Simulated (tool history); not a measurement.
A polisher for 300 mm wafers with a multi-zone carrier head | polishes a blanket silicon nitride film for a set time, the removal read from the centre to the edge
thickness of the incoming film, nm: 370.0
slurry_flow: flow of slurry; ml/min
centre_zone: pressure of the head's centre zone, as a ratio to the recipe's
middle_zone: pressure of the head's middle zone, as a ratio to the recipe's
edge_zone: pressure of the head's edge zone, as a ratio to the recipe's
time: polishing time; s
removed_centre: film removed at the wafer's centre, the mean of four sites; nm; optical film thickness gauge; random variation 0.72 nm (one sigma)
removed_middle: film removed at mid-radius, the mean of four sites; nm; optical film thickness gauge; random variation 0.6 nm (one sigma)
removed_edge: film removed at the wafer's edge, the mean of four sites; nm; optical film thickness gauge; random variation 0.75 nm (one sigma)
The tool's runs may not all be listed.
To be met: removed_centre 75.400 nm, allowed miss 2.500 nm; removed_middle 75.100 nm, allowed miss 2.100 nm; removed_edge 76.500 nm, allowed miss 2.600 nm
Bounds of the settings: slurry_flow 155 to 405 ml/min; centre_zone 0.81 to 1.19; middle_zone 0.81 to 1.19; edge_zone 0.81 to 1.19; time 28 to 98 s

run,day,slurry_flow,centre_zone,middle_zone,edge_zone,time,removed_centre,removed_middle,removed_edge
1,0.000,260,1.00,1.00,1.00,63,112.840,112.140,116.030
2,0.267,260,1.00,1.00,1.06,63,114.400,111.390,119.100
3,0.442,260,1.00,1.00,1.14,63,112.720,111.780,122.700
4,0.625,260,0.99,1.00,1.08,56,100.230,99.622,106.550
5,0.879,260,0.98,0.99,1.03,52,92.388,91.386,97.193
6,1.133,260,0.97,0.98,0.99,49,87.661,85.821,89.748
7,1.342,255,0.95,0.97,0.95,48,82.236,83.099,85.190
8,1.525,245,0.94,0.95,0.92,48,80.333,81.015,86.245
9,1.554,250,0.94,0.95,0.90,47,80.815,78.711,83.515
10,1.821,245,0.94,0.96,0.88,46,79.244,78.033,80.409
11,1.921,235,0.93,0.96,0.86,46,76.253,77.406,78.552

4 next moves are on the table. One of them brings every result within its allowed miss. Which?
A,2.021,170,0.95,0.96,0.82,48,?,?,?
B,2.021,225,0.95,0.95,0.96,46,?,?,?
C,2.021,235,0.95,0.97,0.86,47,?,?,?
D,2.021,215,0.94,1.06,0.92,46,?,?,?

move,removed_centre,removed_middle,removed_edge
A,75.951,74.661,78.043
B,77.971,75.360,83.120
C,80.371,78.972,81.742
D,76.728,81.973,81.077
A: meets every target
B: brings the result that was furthest off to its target, and leaves another outside
C: further off than the last run
D: further off than the last run
Answer: A
